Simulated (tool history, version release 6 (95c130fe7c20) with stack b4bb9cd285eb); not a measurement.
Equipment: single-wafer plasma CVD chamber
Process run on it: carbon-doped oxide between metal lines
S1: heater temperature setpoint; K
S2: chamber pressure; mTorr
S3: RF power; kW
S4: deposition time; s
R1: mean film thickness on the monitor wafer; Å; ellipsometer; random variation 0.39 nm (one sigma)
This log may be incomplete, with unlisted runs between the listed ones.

Run 1, hour 0.0: S1 643.15 K, S2 4390 mTorr, S3 0.605 kW, S4 29.3 s. Result: R1 1618.3 Å.
Run 2, hour 8.1: S1 646.15 K, S2 3960 mTorr, S3 0.590 kW, S4 29.3 s. Result: R1 1583.6 Å.
Run 3, hour 10.1: S1 646.15 K, S2 4470 mTorr, S3 0.590 kW, S4 29.3 s. Result: R1 1595.8 Å.
Run 4, hour 15.9: S1 646.15 K, S2 4470 mTorr, S3 0.590 kW, S4 30.2 s. Result: R1 1646.3 Å.
Run 5, hour 21.2: S1 648.15 K, S2 4360 mTorr, S3 0.555 kW, S4 30.1 s. Result: R1 1586.4 Å.
Run 6, hour 25.3: S1 649.15 K, S2 4230 mTorr, S3 0.530 kW, S4 30.1 s. Result: R1 1535.7 Å.
Run 7, hour 29.0: S1 650.15 K, S2 4080 mTorr, S3 0.515 kW, S4 30.1 s. Result: R1 1521.5 Å.
Run 8, hour 33.1: S1 651.15 K, S2 4020 mTorr, S3 0.500 kW, S4 30.1 s. Result: R1 1484.2 Å.
Run 9, hour 40.7: S1 652.15 K, S2 3920 mTorr, S3 0.495 kW, S4 30.1 s. Result: R1 1473.5 Å.

The next listed run, before its measurement:
At hour 44.3: thermocouple changed; heater temperature recalibrated.
Run 10, hour 44.3: S1 653.15 K, S2 3840 mTorr, S3 0.490 kW, S4 30.1 s. Result: R1 ?.

R1: 1467.7 Å
